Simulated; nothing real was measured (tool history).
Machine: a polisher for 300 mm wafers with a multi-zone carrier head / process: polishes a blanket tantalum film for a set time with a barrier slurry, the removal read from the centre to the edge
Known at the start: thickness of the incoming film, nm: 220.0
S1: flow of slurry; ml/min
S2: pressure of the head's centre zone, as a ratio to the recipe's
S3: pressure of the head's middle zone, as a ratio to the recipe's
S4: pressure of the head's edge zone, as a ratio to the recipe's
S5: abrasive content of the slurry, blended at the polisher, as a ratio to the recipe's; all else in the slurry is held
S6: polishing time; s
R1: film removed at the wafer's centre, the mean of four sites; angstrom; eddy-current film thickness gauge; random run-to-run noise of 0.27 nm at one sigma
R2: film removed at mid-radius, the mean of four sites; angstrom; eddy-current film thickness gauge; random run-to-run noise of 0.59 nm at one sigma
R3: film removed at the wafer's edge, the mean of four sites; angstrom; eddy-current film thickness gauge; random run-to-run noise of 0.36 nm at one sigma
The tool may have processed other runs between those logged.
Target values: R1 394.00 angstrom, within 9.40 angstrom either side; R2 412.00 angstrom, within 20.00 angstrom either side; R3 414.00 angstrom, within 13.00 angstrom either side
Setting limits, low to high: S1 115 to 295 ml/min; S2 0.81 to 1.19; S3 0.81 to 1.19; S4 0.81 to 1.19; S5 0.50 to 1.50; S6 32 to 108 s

run,hour,S1,S2,S3,S4,S5,S6,R1,R2,R3
1,0.0,190,1.00,1.00,1.00,1.00,70,607.53,612.10,607.49
2,0.8,185,0.98,0.98,0.98,0.90,68,556.95,547.70,562.89
3,7.0,185,0.98,0.94,0.98,0.90,68,558.67,533.89,554.11
4,10.0,225,0.98,0.94,0.98,0.90,68,585.18,556.80,576.49
5,13.5,215,0.96,0.94,0.95,0.85,67,547.59,524.86,552.39
6,17.9,215,0.96,0.94,0.95,0.75,67,525.67,503.76,519.82
7,19.6,205,0.94,0.94,0.93,0.70,67,498.27,499.35,502.64
8,22.3,195,0.93,0.93,0.91,0.65,67,480.79,481.09,479.36

Pick the move, out of 5, that brings all results within their allowed miss; only one does.
A,25.0,210,1.01,0.95,0.81,0.70,78,?,?,?
B,25.0,195,0.91,0.96,0.96,0.50,62,?,?,?
C,25.0,165,1.03,0.99,1.00,0.65,56,?,?,?
D,25.0,175,0.96,0.83,0.90,0.80,55,?,?,?
E,25.0,125,1.01,1.15,0.81,0.50,66,?,?,?

move,R1,R2,R3
A,625.78,572.37,551.77
B,392.02,397.50,411.38
C,425.09,397.29,411.94
D,426.50,366.71,418.32
E,412.07,448.98,378.05
A: its largest miss is bigger than the last run's
B: every result within its allowed miss
C: nearer than the last run, and not there yet
D: nearer than the last run, and not there yet
E: nearer than the last run, and not there yet
Correct choice: B, which meets every target
